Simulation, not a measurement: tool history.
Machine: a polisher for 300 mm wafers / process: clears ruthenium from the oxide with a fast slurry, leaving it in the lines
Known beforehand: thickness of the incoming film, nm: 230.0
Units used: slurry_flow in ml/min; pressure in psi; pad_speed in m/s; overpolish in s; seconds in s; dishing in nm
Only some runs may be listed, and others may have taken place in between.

run 1 day=0.000 | slurry_flow=285 pressure=3.3 pad_speed=0.90 slurry_solids=1.0 overpolish=10 | seconds=65.931 dishing=29.531
run 2 day=0.029 | slurry_flow=285 pressure=3.3 pad_speed=0.90 slurry_solids=1.0 overpolish=7 | seconds=69.674 dishing=20.828
run 3 day=0.200 | slurry_flow=285 pressure=3.3 pad_speed=0.90 slurry_solids=1.2 overpolish=7 | seconds=62.799 dishing=23.678
run 4 day=0.250 | slurry_flow=285 pressure=3.3 pad_speed=0.78 slurry_solids=1.2 overpolish=7 | seconds=71.881 dishing=20.761
run 5 day=0.325 | slurry_flow=285 pressure=3.3 pad_speed=0.56 slurry_solids=1.2 overpolish=7 | seconds=100.500 dishing=15.370
run 6 day=0.575 | slurry_flow=285 pressure=3.8 pad_speed=0.58 slurry_solids=1.2 overpolish=6 | seconds=82.883 dishing=15.315
run 7 day=0.792 | slurry_flow=285 pressure=4.1 pad_speed=0.58 slurry_solids=1.2 overpolish=6 | seconds=75.913 dishing=16.252
run 8 day=1.071 | slurry_flow=285 pressure=4.3 pad_speed=0.58 slurry_solids=1.2 overpolish=6 | seconds=74.908 dishing=16.981

Estimate the outcome of run 9 from the log above:
run 9 day=1.221 | slurry_flow=285 pressure=4.5 pad_speed=0.58 slurry_solids=1.2 overpolish=5 | seconds=? dishing=?

seconds: 68.647 s
dishing: 14.354 nm
